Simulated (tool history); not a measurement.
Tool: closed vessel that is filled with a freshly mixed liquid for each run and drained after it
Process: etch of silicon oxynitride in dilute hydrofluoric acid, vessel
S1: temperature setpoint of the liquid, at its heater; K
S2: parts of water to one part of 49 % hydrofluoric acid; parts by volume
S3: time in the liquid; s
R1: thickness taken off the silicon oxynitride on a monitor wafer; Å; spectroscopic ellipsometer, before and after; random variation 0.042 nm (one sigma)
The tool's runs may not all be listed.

| run | day | S1 | S2 | S3 | R1 |
|---|---|---|---|---|---|
| 1 | 0.000 | 298.15 | 100 | 270 | 42.308 |
| 2 | 0.258 | 299.65 | 95 | 270 | 47.755 |
| 3 | 0.642 | 299.65 | 70 | 270 | 66.089 |
| 4 | 0.833 | 297.15 | 70 | 270 | 58.091 |
| 5 | 1.150 | 297.15 | 70 | 210 | 45.813 |
| 6 | 1.521 | 298.65 | 70 | 210 | 48.760 |

The next listed run, before its measurement:
| 7 | 1.850 | 302.65 | 45 | 210 | ? |

Run 7 gave R1 94.123 Å.

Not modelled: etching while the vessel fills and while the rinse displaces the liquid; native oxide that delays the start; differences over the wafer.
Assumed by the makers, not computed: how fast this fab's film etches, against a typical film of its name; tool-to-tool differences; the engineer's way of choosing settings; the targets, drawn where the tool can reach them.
